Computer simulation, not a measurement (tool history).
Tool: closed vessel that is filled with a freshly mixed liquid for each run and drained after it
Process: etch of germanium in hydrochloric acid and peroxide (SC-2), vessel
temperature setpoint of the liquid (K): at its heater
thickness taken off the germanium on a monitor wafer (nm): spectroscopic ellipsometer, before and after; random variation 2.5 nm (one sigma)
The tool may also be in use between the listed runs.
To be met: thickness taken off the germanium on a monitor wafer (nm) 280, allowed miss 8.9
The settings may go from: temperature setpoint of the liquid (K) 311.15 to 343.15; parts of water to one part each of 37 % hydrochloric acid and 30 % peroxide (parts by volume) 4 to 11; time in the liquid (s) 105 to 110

| run | hour | temperature setpoint of the liquid (K) | parts of water to one part each of 37 % hydrochloric acid and 30 % peroxide (parts by volume) | time in the liquid (s) | thickness taken off the germanium on a monitor wafer (nm) |
|---|---|---|---|---|---|
| 1 | 0 | 327.15 | 6 | 105 | 348.91 |
| 2 | 6.6 | 327.15 | 6 | 110 | 371 |
| 3 | 10.2 | 326.15 | 6 | 110 | 356.7 |
| 4 | 12.5 | 326.15 | 4.5 | 110 | 358.22 |
| 5 | 17.7 | 326.15 | 4 | 110 | 366.39 |
| 6 | 26.8 | 325.15 | 4 | 110 | 351.84 |
| 7 | 35.6 | 324.15 | 4 | 110 | 337.07 |
| 8 | 43.6 | 323.65 | 4 | 110 | 330.97 |
| 9 | 45.8 | 323.15 | 4 | 110 | 330.68 |
| 10 | 50.6 | 322.65 | 4 | 110 | 319.92 |
| 11 | 51.4 | 322.65 | 4 | 110 | 316.01 |
| 12 | 58.9 | 322.65 | 4 | 110 | 319.06 |
| 13 | 68.2 | 322.15 | 4 | 110 | 313.88 |
| 14 | 76.6 | 321.65 | 4 | 110 | 316.06 |
| 15 | 79 | 321.15 | 4 | 110 | 308.82 |
| 16 | 80.5 | 320.65 | 4 | 110 | 300.06 |
| 17 | 85.9 | 320.15 | 4 | 110 | 291.77 |
| 18 | 91.8 | 319.65 | 4 | 110 | 292.51 |

Which of these 4 next moves meets every target?
| A | 97.7 | 318.15 | 4.5 | 105 | ? |
| B | 97.7 | 317.65 | 5 | 105 | ? |
| C | 97.7 | 319.65 | 5 | 105 | ? |
| D | 97.7 | 321.15 | 6.5 | 110 | ? |

| move | thickness taken off the germanium on a monitor wafer (nm) |
|---|---|
| A | 268.43 |
| B | 263.54 |
| C | 281.62 |
| D | 307.21 |
A: takes the result that was furthest off past its target
B: takes the result that was furthest off past its target
C: meets every target
D: further off than the last run
Move C is the one to make.

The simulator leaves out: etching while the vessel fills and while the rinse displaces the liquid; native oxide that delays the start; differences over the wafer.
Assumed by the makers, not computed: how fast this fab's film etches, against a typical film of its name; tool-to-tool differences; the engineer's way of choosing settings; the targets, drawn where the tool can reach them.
